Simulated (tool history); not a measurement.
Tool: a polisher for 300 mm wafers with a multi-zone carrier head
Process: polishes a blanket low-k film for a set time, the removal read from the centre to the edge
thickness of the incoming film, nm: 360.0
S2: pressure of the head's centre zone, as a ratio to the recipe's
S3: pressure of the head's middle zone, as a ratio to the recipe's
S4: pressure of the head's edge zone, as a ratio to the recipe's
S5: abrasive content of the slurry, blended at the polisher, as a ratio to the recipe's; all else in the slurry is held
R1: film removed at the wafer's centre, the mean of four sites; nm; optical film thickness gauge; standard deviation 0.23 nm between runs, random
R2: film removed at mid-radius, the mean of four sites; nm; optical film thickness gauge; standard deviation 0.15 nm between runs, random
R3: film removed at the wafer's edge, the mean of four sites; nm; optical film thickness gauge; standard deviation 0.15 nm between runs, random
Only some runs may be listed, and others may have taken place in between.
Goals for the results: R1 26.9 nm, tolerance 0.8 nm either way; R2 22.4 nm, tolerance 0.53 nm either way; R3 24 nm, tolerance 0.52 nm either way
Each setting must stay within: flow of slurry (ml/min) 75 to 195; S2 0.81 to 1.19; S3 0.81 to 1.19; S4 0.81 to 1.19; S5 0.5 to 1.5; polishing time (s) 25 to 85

run 1 day=0 | flow_of_slurry_(ml/min)=125 S2=1 S3=1 S4=1 S5=1 polishing_time_(s)=55 | R1=24.371 R2=24.832 R3=23.893
run 2 day=0.062 | flow_of_slurry_(ml/min)=125 S2=1 S3=1 S4=1.07 S5=1 polishing_time_(s)=55 | R1=24.212 R2=24.72 R3=24.431
run 3 day=0.238 | flow_of_slurry_(ml/min)=125 S2=1 S3=1 S4=1.07 S5=0.8 polishing_time_(s)=55 | R1=22.746 R2=22.693 R3=22.324
run 4 day=0.308 | flow_of_slurry_(ml/min)=125 S2=0.93 S3=1 S4=1.07 S5=0.8 polishing_time_(s)=55 | R1=21.466 R2=22.692 R3=22.781
run 5 day=0.662 | flow_of_slurry_(ml/min)=130 S2=0.95 S3=0.99 S4=1.08 S5=0.8 polishing_time_(s)=55 | R1=21.714 R2=22.37 R3=22.759
run 6 day=0.888 | flow_of_slurry_(ml/min)=135 S2=0.97 S3=0.98 S4=1.08 S5=0.8 polishing_time_(s)=55 | R1=22.635 R2=22.639 R3=22.478
run 7 day=0.917 | flow_of_slurry_(ml/min)=135 S2=0.98 S3=0.97 S4=1.09 S5=0.8 polishing_time_(s)=55 | R1=22.901 R2=22.345 R3=22.824
run 8 day=1.017 | flow_of_slurry_(ml/min)=140 S2=0.99 S3=0.96 S4=1.1 S5=0.8 polishing_time_(s)=55 | R1=22.747 R2=22.27 R3=23.12
run 9 day=1.217 | flow_of_slurry_(ml/min)=145 S2=1.01 S3=0.95 S4=1.1 S5=0.8 polishing_time_(s)=55 | R1=23.522 R2=22.488 R3=22.937
run 10 day=1.242 | flow_of_slurry_(ml/min)=170 S2=1.09 S3=0.85 S4=1.18 S5=0.85 polishing_time_(s)=55 | R1=26.094 R2=21.581 R3=24.943
run 11 day=1.412 | flow_of_slurry_(ml/min)=170 S2=1.09 S3=0.85 S4=1.17 S5=0.85 polishing_time_(s)=55 | R1=26.426 R2=21.34 R3=25.134
run 12 day=1.708 | flow_of_slurry_(ml/min)=170 S2=1.09 S3=0.86 S4=1.16 S5=0.85 polishing_time_(s)=55 | R1=26.341 R2=21.868 R3=24.965
run 13 day=1.967 | flow_of_slurry_(ml/min)=170 S2=1.09 S3=0.86 S4=1.15 S5=0.85 polishing_time_(s)=55 | R1=26.195 R2=21.837 R3=24.65
run 14 day=2.154 | flow_of_slurry_(ml/min)=170 S2=1.09 S3=0.86 S4=1.14 S5=0.85 polishing_time_(s)=55 | R1=26.847 R2=21.538 R3=24.468
run 15 day=2.354 | flow_of_slurry_(ml/min)=170 S2=1.09 S3=0.87 S4=1.14 S5=0.85 polishing_time_(s)=55 | R1=26.1 R2=22.132 R3=24.599
run 16 day=2.633 | flow_of_slurry_(ml/min)=170 S2=1.1 S3=0.87 S4=1.14 S5=0.85 polishing_time_(s)=55 | R1=26.651 R2=22.198 R3=24.615

Consider the 4 candidate settings below. Which is the only one whose results all fall within their allowed miss of target?
run A day=2.912 | flow_of_slurry_(ml/min)=180 S2=0.99 S3=0.87 S4=1.02 S5=0.55 polishing_time_(s)=67 | R1=? R2=? R3=?
run B day=2.912 | flow_of_slurry_(ml/min)=175 S2=1.06 S3=0.85 S4=1.16 S5=0.6 polishing_time_(s)=65 | R1=? R2=? R3=?
run C day=2.912 | flow_of_slurry_(ml/min)=175 S2=1.02 S3=0.85 S4=1.19 S5=1.1 polishing_time_(s)=51 | R1=? R2=? R3=?
run D day=2.912 | flow_of_slurry_(ml/min)=180 S2=1.11 S3=0.88 S4=1.07 S5=0.7 polishing_time_(s)=59 | R1=? R2=? R3=?

move=A R1=25.4 R2=22.9 R3=24.091
move=B R1=26.811 R2=22.513 R3=25.482
move=C R1=25.938 R2=22.45 R3=25.69
move=D R1=27.036 R2=22.465 R3=23.894
A: the furthest-off result lands on target, but another misses its tolerance
B: lands further from the targets than the last run did
C: lands further from the targets than the last run did
D: meets every target
Answer: D

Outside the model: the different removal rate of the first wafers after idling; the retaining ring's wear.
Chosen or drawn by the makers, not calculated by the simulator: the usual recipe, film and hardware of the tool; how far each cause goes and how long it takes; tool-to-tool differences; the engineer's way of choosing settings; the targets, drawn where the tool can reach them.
